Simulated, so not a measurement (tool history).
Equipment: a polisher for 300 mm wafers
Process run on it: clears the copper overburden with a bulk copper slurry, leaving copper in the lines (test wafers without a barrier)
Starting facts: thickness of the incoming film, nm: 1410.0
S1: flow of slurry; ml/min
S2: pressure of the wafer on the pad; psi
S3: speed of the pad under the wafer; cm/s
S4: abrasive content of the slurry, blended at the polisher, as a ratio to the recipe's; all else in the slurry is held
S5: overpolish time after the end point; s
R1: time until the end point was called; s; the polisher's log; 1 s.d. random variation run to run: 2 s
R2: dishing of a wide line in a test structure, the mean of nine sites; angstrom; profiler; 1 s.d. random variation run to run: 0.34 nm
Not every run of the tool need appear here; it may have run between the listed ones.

run 1 hour=0.0 | S1=315 S2=3.0 S3=104 S4=1.00 S5=11 | R1=127.09 R2=622.77
run 2 hour=0.7 | S1=315 S2=2.7 S3=104 S4=1.00 S5=10 | R1=135.47 R2=551.33
run 3 hour=5.5 | S1=315 S2=2.7 S3=104 S4=1.15 S5=10 | R1=131.68 R2=577.89
run 4 hour=11.8 | S1=360 S2=2.7 S3=104 S4=1.15 S5=10 | R1=128.81 R2=571.20
run 5 hour=16.9 | S1=360 S2=2.7 S3=104 S4=1.25 S5=10 | R1=127.84 R2=569.39
run 6 hour=17.8 | S1=360 S2=3.3 S3=104 S4=1.25 S5=10 | R1=112.00 R2=618.87
run 7 hour=26.4 | S1=380 S2=3.1 S3=96 S4=1.30 S5=9 | R1=124.50 R2=543.39
run 8 hour=32.7 | S1=400 S2=2.8 S3=92 S4=1.35 S5=8 | R1=138.31 R2=451.78
run 9 hour=38.8 | S1=415 S2=2.6 S3=90 S4=1.35 S5=7 | R1=148.64 R2=383.99
run 10 hour=39.5 | S1=490 S2=1.8 S3=86 S4=1.50 S5=3 | R1=179.65 R2=153.64
run 11 hour=41.8 | S1=475 S2=1.8 S3=86 S4=1.50 S5=3 | R1=181.10 R2=155.27
run 12 hour=48.8 | S1=465 S2=1.8 S3=86 S4=1.45 S5=3 | R1=181.55 R2=152.08
run 13 hour=52.9 | S1=465 S2=1.8 S3=84 S4=1.45 S5=4 | R1=187.24 R2=197.18

Forecast run 14:
run 14 hour=53.7 | S1=465 S2=1.7 S3=84 S4=1.45 S5=4 | R1=? R2=?

R1: 194.29 s
R2: 191.57 angstrom

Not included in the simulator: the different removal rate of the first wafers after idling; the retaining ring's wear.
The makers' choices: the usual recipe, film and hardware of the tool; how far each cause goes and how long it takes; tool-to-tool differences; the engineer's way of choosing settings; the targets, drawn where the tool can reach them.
